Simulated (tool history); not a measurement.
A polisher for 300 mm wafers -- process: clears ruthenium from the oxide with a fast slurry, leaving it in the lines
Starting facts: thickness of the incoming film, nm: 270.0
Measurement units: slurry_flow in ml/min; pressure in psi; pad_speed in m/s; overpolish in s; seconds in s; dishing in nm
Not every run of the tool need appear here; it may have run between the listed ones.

Run 1, hour 0: slurry_flow 260 ml/min, pressure 2.6 psi, pad_speed 1.02 m/s, slurry_solids 1, overpolish 12 s. Result: seconds 71.722 s, dishing 23.299 nm.
Run 2, hour 1.9: slurry_flow 260 ml/min, pressure 2.6 psi, pad_speed 0.9 m/s, slurry_solids 1, overpolish 12 s. Result: seconds 81.146 s, dishing 22.471 nm.
Run 3, hour 10.7: slurry_flow 260 ml/min, pressure 2.6 psi, pad_speed 0.9 m/s, slurry_solids 0.85, overpolish 12 s. Result: seconds 89.594 s, dishing 20.669 nm.
Run 4, hour 19.4: slurry_flow 260 ml/min, pressure 2.7 psi, pad_speed 0.9 m/s, slurry_solids 0.85, overpolish 12 s. Result: seconds 86.761 s, dishing 21.111 nm.
Run 5, hour 20.5: slurry_flow 285 ml/min, pressure 2.7 psi, pad_speed 0.9 m/s, slurry_solids 0.85, overpolish 12 s. Result: seconds 85.149 s, dishing 21.005 nm.
Run 6, hour 22.6: slurry_flow 285 ml/min, pressure 2.8 psi, pad_speed 0.9 m/s, slurry_solids 0.85, overpolish 12 s. Result: seconds 83.754 s, dishing 21.577 nm.
Run 7, hour 30.7: slurry_flow 285 ml/min, pressure 2.9 psi, pad_speed 0.9 m/s, slurry_solids 0.85, overpolish 12 s. Result: seconds 78.52 s, dishing 21.964 nm.

Run 8, settings as shown, results not yet in. Your forecast:
Run 8, hour 36.4: slurry_flow 285 ml/min, pressure 3 psi, pad_speed 0.9 m/s, slurry_solids 0.85, overpolish 12 s. Result: seconds ?, dishing ?.

Run 8 yielded seconds 76.97 s, dishing 22.621 nm.
